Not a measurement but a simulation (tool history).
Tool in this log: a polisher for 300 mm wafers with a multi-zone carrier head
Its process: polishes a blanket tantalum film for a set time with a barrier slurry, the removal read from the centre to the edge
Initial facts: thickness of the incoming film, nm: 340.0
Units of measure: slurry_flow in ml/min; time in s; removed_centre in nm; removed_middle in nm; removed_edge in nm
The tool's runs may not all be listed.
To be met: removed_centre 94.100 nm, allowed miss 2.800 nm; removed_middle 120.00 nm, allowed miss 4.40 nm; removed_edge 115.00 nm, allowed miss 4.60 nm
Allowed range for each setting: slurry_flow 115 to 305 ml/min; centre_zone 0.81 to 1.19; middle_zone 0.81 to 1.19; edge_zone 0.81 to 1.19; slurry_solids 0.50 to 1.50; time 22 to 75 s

{"run": 1, "hour": 0.0, "slurry_flow": 195, "centre_zone": 1.0, "middle_zone": 1.0, "edge_zone": 1.0, "slurry_solids": 1.0, "time": 48, "removed_centre": 122.65, "removed_middle": 136.46, "removed_edge": 130.44}
{"run": 2, "hour": 1.5, "slurry_flow": 190, "centre_zone": 0.98, "middle_zone": 1.0, "edge_zone": 0.99, "slurry_solids": 1.0, "time": 48, "removed_centre": 120.85, "removed_middle": 134.9, "removed_edge": 134.86}
{"run": 3, "hour": 9.2, "slurry_flow": 190, "centre_zone": 0.98, "middle_zone": 1.0, "edge_zone": 0.93, "slurry_solids": 1.0, "time": 48, "removed_centre": 118.23, "removed_middle": 134.94, "removed_edge": 130.09}
{"run": 4, "hour": 15.7, "slurry_flow": 190, "centre_zone": 0.98, "middle_zone": 0.92, "edge_zone": 0.93, "slurry_solids": 1.0, "time": 48, "removed_centre": 118.67, "removed_middle": 123.92, "removed_edge": 129.07}
{"hour": 16.5, "done": "centre zone pressure recalibrated"}
{"run": 5, "hour": 16.5, "slurry_flow": 190, "centre_zone": 0.97, "middle_zone": 0.93, "edge_zone": 0.92, "slurry_solids": 0.95, "time": 48, "removed_centre": 126.92, "removed_middle": 122.9, "removed_edge": 127.13}
{"run": 6, "hour": 17.6, "slurry_flow": 190, "centre_zone": 0.97, "middle_zone": 0.93, "edge_zone": 0.92, "slurry_solids": 0.85, "time": 48, "removed_centre": 123.21, "removed_middle": 121.73, "removed_edge": 122.59}
{"run": 7, "hour": 19.5, "slurry_flow": 185, "centre_zone": 0.95, "middle_zone": 0.94, "edge_zone": 0.92, "slurry_solids": 0.85, "time": 48, "removed_centre": 122.09, "removed_middle": 122.89, "removed_edge": 122.47}
{"run": 8, "hour": 20.6, "slurry_flow": 180, "centre_zone": 0.94, "middle_zone": 0.95, "edge_zone": 0.92, "slurry_solids": 0.85, "time": 47, "removed_centre": 117.93, "removed_middle": 117.39, "removed_edge": 118.11}

Which of these 5 next moves meets every target?
{"run": "A", "hour": 21.7, "slurry_flow": 190, "centre_zone": 0.84, "middle_zone": 1.08, "edge_zone": 1.02, "slurry_solids": 1.3, "time": 38, "removed_centre": "?", "removed_middle": "?", "removed_edge": "?"}
{"run": "B", "hour": 21.7, "slurry_flow": 220, "centre_zone": 1.12, "middle_zone": 1.01, "edge_zone": 0.88, "slurry_solids": 0.5, "time": 51, "removed_centre": "?", "removed_middle": "?", "removed_edge": "?"}
{"run": "C", "hour": 21.7, "slurry_flow": 175, "centre_zone": 0.84, "middle_zone": 0.95, "edge_zone": 0.98, "slurry_solids": 1.4, "time": 41, "removed_centre": "?", "removed_middle": "?", "removed_edge": "?"}
{"run": "D", "hour": 21.7, "slurry_flow": 205, "centre_zone": 1.12, "middle_zone": 0.88, "edge_zone": 0.81, "slurry_solids": 0.5, "time": 56, "removed_centre": "?", "removed_middle": "?", "removed_edge": "?"}
{"run": "E", "hour": 21.7, "slurry_flow": 200, "centre_zone": 0.84, "middle_zone": 0.97, "edge_zone": 1.0, "slurry_solids": 1.15, "time": 41, "removed_centre": "?", "removed_middle": "?", "removed_edge": "?"}

move=A removed_centre=94.797 removed_middle=118.73 removed_edge=113.54
move=B removed_centre=135.270 removed_middle=119.36 removed_edge=112.32
move=C removed_centre=102.120 removed_middle=115.05 removed_edge=120.96
move=D removed_centre=146.690 removed_middle=115.59 removed_edge=118.15
move=E removed_centre=100.400 removed_middle=114.79 removed_edge=119.00
A: each result inside its tolerance
B: its largest miss is bigger than the last run's
C: moves toward the targets from the last run without getting all of them in spec
D: its largest miss is bigger than the last run's
E: moves toward the targets from the last run without getting all of them in spec
Go with A: it meets all targets.

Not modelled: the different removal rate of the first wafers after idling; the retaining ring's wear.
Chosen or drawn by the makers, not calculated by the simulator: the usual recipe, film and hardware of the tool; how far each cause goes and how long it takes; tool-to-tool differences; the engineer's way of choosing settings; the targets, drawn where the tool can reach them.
